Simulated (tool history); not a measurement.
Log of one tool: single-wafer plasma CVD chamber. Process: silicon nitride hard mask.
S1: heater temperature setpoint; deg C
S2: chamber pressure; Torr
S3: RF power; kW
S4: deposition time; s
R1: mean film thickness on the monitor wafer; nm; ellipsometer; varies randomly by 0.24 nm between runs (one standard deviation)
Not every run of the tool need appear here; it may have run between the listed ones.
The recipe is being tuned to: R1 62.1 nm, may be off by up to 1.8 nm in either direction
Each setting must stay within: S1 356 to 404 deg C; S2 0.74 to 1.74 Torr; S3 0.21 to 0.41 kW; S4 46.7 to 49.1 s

Run 1, hour 0: S1 380 deg C, S2 1.24 Torr, S3 0.31 kW, S4 49.1 s. Result: R1 51.043 nm.
Run 2, hour 7.3: S1 380 deg C, S2 1.32 Torr, S3 0.32 kW, S4 49.1 s. Result: R1 53.119 nm.
Run 3, hour 10.2: S1 380 deg C, S2 1.39 Torr, S3 0.33 kW, S4 49.1 s. Result: R1 54.716 nm.
Run 4, hour 17: S1 380 deg C, S2 1.39 Torr, S3 0.33 kW, S4 46.7 s. Result: R1 52.448 nm.
Run 5, hour 18.5: S1 380 deg C, S2 1.39 Torr, S3 0.295 kW, S4 46.7 s. Result: R1 48.316 nm.
Run 6, hour 20.2: S1 380 deg C, S2 1.41 Torr, S3 0.315 kW, S4 47.2 s. Result: R1 51.206 nm.
Run 7, hour 26.8: S1 380 deg C, S2 1.43 Torr, S3 0.33 kW, S4 47.6 s. Result: R1 53.638 nm.
Run 8, hour 33.4: S1 380 deg C, S2 1.45 Torr, S3 0.34 kW, S4 47.9 s. Result: R1 55.064 nm.
Run 9, hour 40.6: S1 380 deg C, S2 1.46 Torr, S3 0.35 kW, S4 48.2 s. Result: R1 56.592 nm.

Consider the 5 candidate settings below. Which is the only one whose results all fall within their allowed miss of target?
Run A, hour 47.8: S1 380 deg C, S2 1.37 Torr, S3 0.32 kW, S4 46.7 s. Result: R1 ?.
Run B, hour 47.8: S1 386 deg C, S2 1.5 Torr, S3 0.295 kW, S4 46.7 s. Result: R1 ?.
Run C, hour 47.8: S1 382 deg C, S2 1.56 Torr, S3 0.375 kW, S4 49.1 s. Result: R1 ?.
Run D, hour 47.8: S1 379 deg C, S2 1.36 Torr, S3 0.31 kW, S4 47.5 s. Result: R1 ?.
Run E, hour 47.8: S1 375 deg C, S2 1.28 Torr, S3 0.345 kW, S4 47 s. Result: R1 ?.

move      R1
   A  50.804
   B  48.981
   C  61.195
   D  50.479
   E  52.957
A: lands further from the targets than the last run did
B: lands further from the targets than the last run did
C: meets every target
D: lands further from the targets than the last run did
E: lands further from the targets than the last run did
So the answer is move C, the one that meets all the targets.

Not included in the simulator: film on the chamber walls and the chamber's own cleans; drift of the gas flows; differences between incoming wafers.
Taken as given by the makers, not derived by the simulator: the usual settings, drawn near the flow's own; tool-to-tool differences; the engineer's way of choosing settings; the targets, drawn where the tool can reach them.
